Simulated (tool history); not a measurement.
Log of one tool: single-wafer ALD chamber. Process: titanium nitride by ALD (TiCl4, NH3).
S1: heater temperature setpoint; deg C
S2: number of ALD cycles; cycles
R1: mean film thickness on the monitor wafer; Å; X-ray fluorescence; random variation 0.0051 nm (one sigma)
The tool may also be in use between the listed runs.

Run 1, hour 0: S1 405 deg C, S2 78 cycles, NH3 pulse time (s) 1.47. Result: R1 17.584 Å.
Run 2, hour 1.1: S1 405 deg C, S2 78 cycles, NH3 pulse time (s) 1.47. Result: R1 17.556 Å.
Run 3, hour 3.3: S1 400 deg C, S2 77 cycles, NH3 pulse time (s) 1.22. Result: R1 17.098 Å.
Run 4, hour 5: S1 400 deg C, S2 75 cycles, NH3 pulse time (s) 1.22. Result: R1 16.621 Å.
Run 5, hour 10.2: S1 406 deg C, S2 75 cycles, NH3 pulse time (s) 1.22. Result: R1 16.715 Å.
Run 6, hour 17.6: S1 406 deg C, S2 78 cycles, NH3 pulse time (s) 1.22. Result: R1 17.387 Å.
Run 7, hour 24.8: S1 404 deg C, S2 77 cycles, NH3 pulse time (s) 1.1. Result: R1 16.935 Å.
Run 8, hour 32: S1 404 deg C, S2 76 cycles, NH3 pulse time (s) 1.04. Result: R1 16.616 Å.
Run 9, hour 36.4: S1 404 deg C, S2 76 cycles, NH3 pulse time (s) 1.04. Result: R1 16.616 Å.
Run 10, hour 39.2: S1 404 deg C, S2 76 cycles, NH3 pulse time (s) 1.02. Result: R1 16.582 Å.
Run 11, hour 43.4: S1 404 deg C, S2 76 cycles, NH3 pulse time (s) 1. Result: R1 16.654 Å.
Run 12, hour 49.4: S1 398 deg C, S2 75 cycles, NH3 pulse time (s) 0.65. Result: R1 14.987 Å.

Run 13 comes next. What will it give?
Run 13, hour 58.3: S1 402 deg C, S2 75 cycles, NH3 pulse time (s) 0.65. Result: R1 ?.

{"run 13": {"R1": 15.253}}
